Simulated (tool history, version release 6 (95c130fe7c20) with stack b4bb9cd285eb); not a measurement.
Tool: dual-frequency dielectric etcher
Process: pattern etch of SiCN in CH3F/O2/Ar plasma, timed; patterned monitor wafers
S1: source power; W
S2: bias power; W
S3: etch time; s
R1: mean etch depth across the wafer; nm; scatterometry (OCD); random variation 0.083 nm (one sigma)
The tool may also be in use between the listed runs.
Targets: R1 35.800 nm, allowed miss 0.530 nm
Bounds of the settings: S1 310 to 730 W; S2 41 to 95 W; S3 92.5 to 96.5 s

run 1 hour=0.0 | S1=520 S2=68 S3=92.5 | R1=39.413
run 2 hour=3.0 | S1=440 S2=68 S3=92.5 | R1=36.461
run 3 hour=5.7 | S1=440 S2=68 S3=96.5 | R1=38.146
run 4 hour=10.2 | S1=430 S2=68 S3=96.5 | R1=37.666
run 5 hour=18.6 | S1=430 S2=75 S3=96.5 | R1=38.784
run 6 hour=23.6 | S1=410 S2=75 S3=96.5 | R1=37.785
run 7 hour=28.4 | S1=400 S2=75 S3=96.5 | R1=37.393
run 8 hour=36.2 | S1=340 S2=74 S3=96.5 | R1=34.581
run 9 hour=39.8 | S1=350 S2=74 S3=96.5 | R1=35.026

5 next moves are on the table. One of them brings every result within its allowed miss. Which?
run A hour=43.4 | S1=340 S2=77 S3=94.5 | R1=?
run B hour=43.4 | S1=340 S2=76 S3=94.0 | R1=?
run C hour=43.4 | S1=380 S2=67 S3=93.0 | R1=?
run D hour=43.4 | S1=390 S2=73 S3=94.5 | R1=?
run E hour=43.4 | S1=410 S2=49 S3=95.5 | R1=?

move=A R1=34.101
move=B R1=33.787
move=C R1=33.986
move=D R1=35.838
move=E R1=33.282
A: further off than the last run
B: further off than the last run
C: further off than the last run
D: meets every target
E: further off than the last run
Answer: D

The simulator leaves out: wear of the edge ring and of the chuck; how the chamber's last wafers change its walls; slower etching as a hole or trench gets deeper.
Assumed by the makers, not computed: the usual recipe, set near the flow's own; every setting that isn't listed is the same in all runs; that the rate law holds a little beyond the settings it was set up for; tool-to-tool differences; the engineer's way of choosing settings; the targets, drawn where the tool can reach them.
